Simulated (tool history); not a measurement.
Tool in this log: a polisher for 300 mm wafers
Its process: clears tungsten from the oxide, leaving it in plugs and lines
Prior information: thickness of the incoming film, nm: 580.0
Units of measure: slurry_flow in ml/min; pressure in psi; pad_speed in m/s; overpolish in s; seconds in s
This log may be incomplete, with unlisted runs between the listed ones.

run    day  slurry_flow  pressure  pad_speed  slurry_solids  overpolish  seconds
  1      0          310       3.4       0.98              1           7   161.18
  2  0.279          310       3.4       0.98              1           5   163.07
  3  0.496          310       3.4       0.98            0.9           5   165.69
  4  0.575          310       2.8       0.94            0.9           5   205.69
  5  0.917          310       2.2       0.94            0.9           5   258.46
  6  0.967          310       2.2       0.94              1           5    257.5

Estimate the outcome of run 7 from the log above:
  7  1.317          310         2       0.94              1           5        ?

{"run 7": {"seconds": 276.95}}
